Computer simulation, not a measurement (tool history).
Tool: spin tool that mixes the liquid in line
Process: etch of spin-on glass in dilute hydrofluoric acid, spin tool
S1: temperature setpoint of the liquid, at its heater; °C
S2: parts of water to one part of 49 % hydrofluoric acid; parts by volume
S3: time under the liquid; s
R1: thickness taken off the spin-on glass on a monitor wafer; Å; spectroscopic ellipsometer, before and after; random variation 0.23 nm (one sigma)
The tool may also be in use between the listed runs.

| run | hour | S1 | S2 | S3 | R1 |
|---|---|---|---|---|---|
| 1 | 0.0 | 26.0 | 140 | 295 | 918.39 |
| 2 | 7.4 | 26.0 | 140 | 320 | 991.72 |
| 3 | 14.9 | 26.0 | 140 | 320 | 1001.40 |
| 4 | 18.3 | 26.0 | 175 | 320 | 764.28 |
| 5 | 26.7 | 22.5 | 175 | 320 | 666.21 |
| 6 | 28.5 | 22.5 | 175 | 320 | 665.24 |
| 7 | 31.9 | 21.5 | 175 | 320 | 642.94 |

The next listed run, before its measurement:
| 8 | 35.6 | 20.5 | 175 | 320 | ? |

{"run 8": {"R1": 618.9}}
